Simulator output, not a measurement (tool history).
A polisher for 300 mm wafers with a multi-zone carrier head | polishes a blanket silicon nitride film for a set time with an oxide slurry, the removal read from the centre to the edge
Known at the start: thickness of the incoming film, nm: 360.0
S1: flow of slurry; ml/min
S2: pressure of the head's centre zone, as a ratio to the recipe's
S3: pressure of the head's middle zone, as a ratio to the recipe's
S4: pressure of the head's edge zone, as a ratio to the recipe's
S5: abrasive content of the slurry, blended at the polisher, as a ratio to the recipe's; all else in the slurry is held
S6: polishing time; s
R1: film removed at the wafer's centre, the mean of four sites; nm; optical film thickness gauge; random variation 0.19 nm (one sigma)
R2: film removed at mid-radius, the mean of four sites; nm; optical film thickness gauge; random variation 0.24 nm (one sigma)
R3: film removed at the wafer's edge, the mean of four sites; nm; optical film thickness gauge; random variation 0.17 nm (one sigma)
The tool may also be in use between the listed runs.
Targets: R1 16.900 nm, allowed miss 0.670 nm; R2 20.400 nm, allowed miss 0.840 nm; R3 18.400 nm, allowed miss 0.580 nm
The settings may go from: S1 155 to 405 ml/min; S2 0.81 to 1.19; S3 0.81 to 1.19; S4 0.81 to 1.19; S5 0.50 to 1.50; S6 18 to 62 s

{"run": 1, "hour": 0.0, "S1": 260, "S2": 1.0, "S3": 1.0, "S4": 1.0, "S5": 1.0, "S6": 40, "R1": 17.317, "R2": 17.165, "R3": 16.585}
{"run": 2, "hour": 7.8, "S1": 260, "S2": 1.0, "S3": 1.0, "S4": 0.92, "S5": 1.0, "S6": 40, "R1": 17.214, "R2": 16.907, "R3": 16.116}
{"run": 3, "hour": 12.2, "S1": 260, "S2": 1.0, "S3": 1.0, "S4": 0.92, "S5": 1.0, "S6": 34, "R1": 14.375, "R2": 14.425, "R3": 13.794}
{"run": 4, "hour": 17.2, "S1": 260, "S2": 1.0, "S3": 1.0, "S4": 0.92, "S5": 1.0, "S6": 42, "R1": 17.896, "R2": 17.711, "R3": 16.996}
{"run": 5, "hour": 19.2, "S1": 265, "S2": 0.97, "S3": 1.02, "S4": 0.94, "S5": 1.0, "S6": 42, "R1": 17.22, "R2": 18.075, "R3": 17.097}
{"run": 6, "hour": 26.7, "S1": 265, "S2": 1.05, "S3": 1.02, "S4": 0.94, "S5": 1.0, "S6": 42, "R1": 18.708, "R2": 18.006, "R3": 17.224}
{"run": 7, "hour": 35.1, "S1": 270, "S2": 1.02, "S3": 1.04, "S4": 0.96, "S5": 1.0, "S6": 42, "R1": 18.911, "R2": 18.241, "R3": 17.551}
{"run": 8, "hour": 35.9, "S1": 260, "S2": 0.98, "S3": 1.06, "S4": 0.96, "S5": 1.05, "S6": 42, "R1": 18.324, "R2": 19.447, "R3": 17.428}
{"run": 9, "hour": 39.8, "S1": 265, "S2": 0.95, "S3": 1.05, "S4": 0.98, "S5": 1.05, "S6": 42, "R1": 17.062, "R2": 18.898, "R3": 17.835}
{"run": 10, "hour": 48.5, "S1": 265, "S2": 0.95, "S3": 1.07, "S4": 0.99, "S5": 1.05, "S6": 42, "R1": 17.381, "R2": 19.135, "R3": 18.066}

Which of these 5 next moves meets every target?
{"run": "A", "hour": 57.2, "S1": 355, "S2": 0.96, "S3": 0.99, "S4": 1.04, "S5": 0.9, "S6": 44, "R1": "?", "R2": "?", "R3": "?"}
{"run": "B", "hour": 57.2, "S1": 270, "S2": 0.98, "S3": 0.98, "S4": 1.02, "S5": 0.85, "S6": 45, "R1": "?", "R2": "?", "R3": "?"}
{"run": "C", "hour": 57.2, "S1": 300, "S2": 0.94, "S3": 1.17, "S4": 1.12, "S5": 1.2, "S6": 38, "R1": "?", "R2": "?", "R3": "?"}
{"run": "D", "hour": 57.2, "S1": 405, "S2": 1.0, "S3": 1.04, "S4": 1.17, "S5": 0.85, "S6": 43, "R1": "?", "R2": "?", "R3": "?"}
{"run": "E", "hour": 57.2, "S1": 320, "S2": 0.92, "S3": 0.98, "S4": 1.02, "S5": 0.85, "S6": 48, "R1": "?", "R2": "?", "R3": "?"}

move=A R1=17.467 R2=18.075 R3=18.133
move=B R1=17.197 R2=17.324 R3=17.503
move=C R1=16.786 R2=20.466 R3=18.339
move=D R1=17.419 R2=18.006 R3=18.102
move=E R1=17.512 R2=18.777 R3=18.895
A: further off than the last run
B: further off than the last run
C: meets every target
D: further off than the last run
E: further off than the last run
Answer: C
